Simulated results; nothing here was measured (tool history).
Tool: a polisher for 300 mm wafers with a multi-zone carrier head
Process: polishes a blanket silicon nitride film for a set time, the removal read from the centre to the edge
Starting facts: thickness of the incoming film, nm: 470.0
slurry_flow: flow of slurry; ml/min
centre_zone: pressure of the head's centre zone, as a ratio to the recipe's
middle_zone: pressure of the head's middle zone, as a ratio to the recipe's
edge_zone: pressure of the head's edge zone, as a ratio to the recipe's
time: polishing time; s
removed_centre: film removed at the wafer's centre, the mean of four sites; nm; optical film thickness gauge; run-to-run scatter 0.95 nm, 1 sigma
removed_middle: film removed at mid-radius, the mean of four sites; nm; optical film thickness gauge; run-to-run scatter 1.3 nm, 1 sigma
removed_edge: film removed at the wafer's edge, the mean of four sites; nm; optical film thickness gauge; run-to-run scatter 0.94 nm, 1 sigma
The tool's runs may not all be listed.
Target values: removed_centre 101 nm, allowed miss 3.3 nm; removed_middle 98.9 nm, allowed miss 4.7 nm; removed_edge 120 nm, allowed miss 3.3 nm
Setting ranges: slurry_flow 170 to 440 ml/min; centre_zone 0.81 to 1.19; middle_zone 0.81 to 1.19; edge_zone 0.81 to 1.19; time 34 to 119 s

run	hour	slurry_flow	centre_zone	middle_zone	edge_zone	time	removed_centre	removed_middle	removed_edge
1	0	280	1	1	1	76	135.91	128.78	133.27
2	2.4	280	1	1.04	1	76	135.34	133.6	132.94
3	4	280	1	1.04	0.96	76	134.02	131.63	132.8
4	6.8	280	1	1.04	0.96	91	161.53	156.02	158.49
5	7.9	280	1	1.04	0.99	91	160.92	156.95	158.36
6	13.6	270	0.96	0.99	0.99	86	145.91	140.93	152.57
7	17.9	240	0.86	0.89	0.91	64	94.571	98.993	106.29
8	22.1	250	0.86	0.88	0.95	64	96.751	95.781	109.81
9	25.7	260	0.86	0.89	0.97	64	96.039	99.164	108.66
10	33.4	250	0.86	0.88	0.99	65	96.212	97.395	113.91
11	40.9	255	0.87	0.88	1	65	100.35	98.553	112.57
12	42.2	250	0.86	0.88	1.02	65	99.548	98.599	115.24
13	44.2	250	0.86	0.88	1.03	65	98.35	97.057	116.24
14	52.3	250	0.86	0.88	1.04	65	98.701	97.644	116.41
15	56.4	250	0.86	0.88	1.05	65	97.468	97.756	115.5

Pick the move, out of 4, that brings all results within their allowed miss; only one does.
A	60.5	275	0.96	0.98	1.14	58	?	?	?
B	60.5	270	0.9	0.92	1	65	?	?	?
C	60.5	270	0.89	0.9	1.14	64	?	?	?
D	60.5	305	0.87	0.92	1.08	60	?	?	?

move	removed_centre	removed_middle	removed_edge
A	98.541	97.951	110.22
B	103.9	103.94	115.61
C	101.27	100.47	121.55
D	94.44	97.26	111.99
A: the biggest miss grows against the last run
B: about as far from the targets as the last run
C: all results in spec
D: the biggest miss grows against the last run
Answer: C
